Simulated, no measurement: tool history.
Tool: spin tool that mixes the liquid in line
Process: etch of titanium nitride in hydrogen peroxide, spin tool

| run | day | temperature setpoint of the liquid (°C) | concentration of hydrogen peroxide in the mixed liquid (% by weight) | time under the liquid (s) | thickness taken off the titanium nitride on a monitor wafer (angstrom) |
|---|---|---|---|---|---|
| 1 | 0.000 | 45.0 | 23.5 | 315 | 152.49 |
| 2 | 0.171 | 44.5 | 23.5 | 315 | 146.46 |
| 3 | 0.271 | 40.5 | 23.5 | 315 | 107.74 |
| 4 | 0.421 | 40.5 | 21.5 | 315 | 106.39 |
| 5 | 0.746 | 40.5 | 21.5 | 315 | 105.31 |
| 6 | 0.867 | 40.5 | 17.5 | 315 | 101.43 |
| 7 | 1.050 | 41.0 | 17.5 | 315 | 104.48 |
| 8 | 1.229 | 41.0 | 17.5 | 315 | 106.50 |

For run 9, what comes out?
| 9 | 1.579 | 41.5 | 17.5 | 315 | ? |

thickness taken off the titanium nitride on a monitor wafer (angstrom): 108.90
